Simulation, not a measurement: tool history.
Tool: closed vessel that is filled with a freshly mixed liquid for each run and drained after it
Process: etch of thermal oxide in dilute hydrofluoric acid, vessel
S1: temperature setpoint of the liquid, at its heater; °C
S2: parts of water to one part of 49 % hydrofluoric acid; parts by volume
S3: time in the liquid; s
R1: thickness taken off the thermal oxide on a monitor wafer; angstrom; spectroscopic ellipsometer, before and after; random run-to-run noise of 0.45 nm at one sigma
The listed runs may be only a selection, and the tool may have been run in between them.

{"run": 1, "hour": 0.0, "S1": 23, "S2": 90, "S3": 595, "R1": 292.57}
{"run": 2, "hour": 4.0, "S1": 24.5, "S2": 80, "S3": 595, "R1": 356.04}
{"run": 3, "hour": 5.3, "S1": 25.5, "S2": 70, "S3": 595, "R1": 429.26}
{"run": 4, "hour": 10.0, "S1": 23.5, "S2": 70, "S3": 595, "R1": 398.3}
{"run": 5, "hour": 12.0, "S1": 21.5, "S2": 70, "S3": 595, "R1": 365.47}
{"run": 6, "hour": 18.2, "S1": 23.5, "S2": 65, "S3": 595, "R1": 429.45}
{"run": 7, "hour": 26.2, "S1": 25, "S2": 60, "S3": 595, "R1": 499.43}
{"run": 8, "hour": 35.1, "S1": 26, "S2": 55, "S3": 595, "R1": 575.14}
{"run": 9, "hour": 37.9, "S1": 26, "S2": 55, "S3": 595, "R1": 570.07}
{"run": 10, "hour": 43.2, "S1": 30, "S2": 45, "S3": 595, "R1": 832.57}

Forecast run 11:
{"run": 11, "hour": 47.6, "S1": 29.5, "S2": 45, "S3": 595, "R1": "?"}

{"run 11": {"R1": 811.79}}

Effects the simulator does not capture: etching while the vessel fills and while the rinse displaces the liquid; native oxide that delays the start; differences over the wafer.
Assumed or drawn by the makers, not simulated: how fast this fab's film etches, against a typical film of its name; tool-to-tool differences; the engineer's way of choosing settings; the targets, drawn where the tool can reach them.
